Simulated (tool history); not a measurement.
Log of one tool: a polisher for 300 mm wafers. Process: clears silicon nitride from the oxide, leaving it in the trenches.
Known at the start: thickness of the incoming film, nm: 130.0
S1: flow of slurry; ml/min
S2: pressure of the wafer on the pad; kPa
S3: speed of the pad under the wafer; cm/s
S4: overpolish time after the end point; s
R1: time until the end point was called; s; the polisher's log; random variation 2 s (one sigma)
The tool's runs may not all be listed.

run,hour,S1,S2,S3,S4,R1
1,0,160,22.1,124,14,90.387
2,2.3,160,22.1,104,14,105.88
3,3.8,130,22.1,104,14,109.09
4,7.9,130,22.1,104,11,107.58
5,8.5,130,21.4,104,11,113
6,10.2,130,20.7,104,11,115.18
7,11.9,130,20,104,11,122.35
8,16.7,130,19.3,104,11,124.98

Forecast run 9:
9,22.3,130,18.6,104,11,?

{"run 9": {"R1": 131.59}}
